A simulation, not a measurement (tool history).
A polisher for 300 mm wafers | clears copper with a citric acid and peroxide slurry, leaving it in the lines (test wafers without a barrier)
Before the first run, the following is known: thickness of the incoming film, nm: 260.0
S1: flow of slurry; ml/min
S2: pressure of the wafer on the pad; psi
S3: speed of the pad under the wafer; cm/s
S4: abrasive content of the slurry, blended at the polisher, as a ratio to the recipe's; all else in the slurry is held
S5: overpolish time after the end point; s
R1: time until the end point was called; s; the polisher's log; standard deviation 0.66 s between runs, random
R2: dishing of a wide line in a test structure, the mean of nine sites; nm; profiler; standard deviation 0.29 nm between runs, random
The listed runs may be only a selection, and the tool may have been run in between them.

Run 1, hour 0.0: S1 240 ml/min, S2 3.2 psi, S3 138 cm/s, S4 1.00, S5 26 s. Result: R1 90.827 s, R2 54.378 nm.
Run 2, hour 4.8: S1 240 ml/min, S2 2.4 psi, S3 138 cm/s, S4 1.00, S5 26 s. Result: R1 110.410 s, R2 45.518 nm.
Run 3, hour 6.7: S1 240 ml/min, S2 1.6 psi, S3 138 cm/s, S4 1.00, S5 26 s. Result: R1 135.530 s, R2 38.139 nm.
Run 4, hour 9.0: S1 245 ml/min, S2 1.7 psi, S3 150 cm/s, S4 1.00, S5 22 s. Result: R1 121.210 s, R2 36.508 nm.
Run 5, hour 12.4: S1 275 ml/min, S2 1.6 psi, S3 164 cm/s, S4 0.90, S5 19 s. Result: R1 117.560 s, R2 32.916 nm.
Run 6, hour 20.5: S1 300 ml/min, S2 1.7 psi, S3 176 cm/s, S4 0.80, S5 16 s. Result: R1 107.320 s, R2 30.224 nm.
Run 7, hour 27.5: S1 320 ml/min, S2 1.8 psi, S3 186 cm/s, S4 0.75, S5 14 s. Result: R1 100.950 s, R2 28.569 nm.
At hour 33.8: slurry blender recalibrated.
Run 8, hour 33.8: S1 335 ml/min, S2 1.9 psi, S3 192 cm/s, S4 0.70, S5 13 s. Result: R1 92.278 s, R2 29.403 nm.

Estimate the outcome of run 9 from the log above:
Run 9, hour 40.5: S1 345 ml/min, S2 1.9 psi, S3 198 cm/s, S4 0.65, S5 12 s. Result: R1 ?, R2 ?.

Run 9 gave R1 90.665 s, R2 27.514 nm.

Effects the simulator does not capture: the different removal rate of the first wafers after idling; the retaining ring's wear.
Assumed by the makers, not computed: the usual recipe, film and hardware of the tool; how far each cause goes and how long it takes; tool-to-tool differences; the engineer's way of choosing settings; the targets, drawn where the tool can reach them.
